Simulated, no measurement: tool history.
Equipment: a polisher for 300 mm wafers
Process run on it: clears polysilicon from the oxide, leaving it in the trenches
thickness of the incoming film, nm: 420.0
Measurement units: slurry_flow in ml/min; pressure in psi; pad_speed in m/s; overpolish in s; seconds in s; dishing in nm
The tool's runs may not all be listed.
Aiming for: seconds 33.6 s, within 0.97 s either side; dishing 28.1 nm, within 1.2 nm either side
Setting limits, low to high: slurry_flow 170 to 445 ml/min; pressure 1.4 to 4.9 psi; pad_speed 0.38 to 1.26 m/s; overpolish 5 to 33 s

run,hour,slurry_flow,pressure,pad_speed,overpolish,seconds,dishing
1,0,285,3.1,0.82,17,29.603,34.259
2,8.6,285,3,0.82,13,30.131,33.739
3,11.3,285,3,0.64,13,37.389,33.006
4,19.4,215,3,0.64,13,38.742,33.512
5,27,215,3,0.52,13,45.924,32.791
6,29.4,240,3,0.52,13,45.733,32.257
7,33.7,310,3.4,0.48,10,41.908,31.584
8,35.5,390,4.3,0.44,5,36.306,27.454
9,38.3,380,4.4,0.44,6,36.076,29.391
10,42,400,4.5,0.44,6,35.238,28.748
11,46.5,410,4.6,0.44,6,34.5,29.223
12,54.3,410,4.6,0.44,6,34.337,29.232
13,60.5,420,4.6,0.44,6,34.731,29.575
14,64.3,395,4.6,0.44,6,34.708,28.848
15,65.9,385,4.7,0.44,6,34.177,29.75
16,69,385,4.7,0.44,6,34.068,29.846
17,71,405,4.7,0.44,6,34.218,29.57
18,79.4,405,4.7,0.44,6,33.475,29.174
19,81.6,405,4.7,0.44,6,33.797,29.376
20,87.1,420,4.7,0.44,6,34.121,29.401
21,93.6,430,4.6,0.46,6,33.217,29.66
22,100.3,395,4.7,0.46,6,32.841,29.783
23,105.3,410,4.6,0.46,6,33.313,29.512
24,114.2,420,4.6,0.46,6,33.209,30.245
25,115.2,395,4.7,0.46,6,33.249,30.219
26,116.4,410,4.6,0.46,6,33.607,29.401
27,119.3,420,4.6,0.46,6,33.314,29.626
28,123.1,430,4.6,0.46,6,33.126,29.185
29,125.5,435,4.5,0.46,6,34.201,30.205
30,134.4,405,4.6,0.46,6,33.11,30.08

Pick the move, out of 5, that brings all results within their allowed miss; only one does.
A,143.3,390,4.9,0.42,10,?,?
B,143.3,435,4.9,0.42,5,?,?
C,143.3,250,4.7,0.5,13,?,?
D,143.3,385,4.4,0.5,18,?,?
E,143.3,400,4.9,0.46,5,?,?

move,seconds,dishing
A,34.356,31.509
B,34.105,27.242
C,32.249,32.132
D,32.838,32.3
E,31.91,27.849
A: lands further from the targets than the last run did
B: in spec on every target
C: lands further from the targets than the last run did
D: lands further from the targets than the last run did
E: puts the biggest miss on target and leaves a different result outside tolerance
Move B is the one to make.
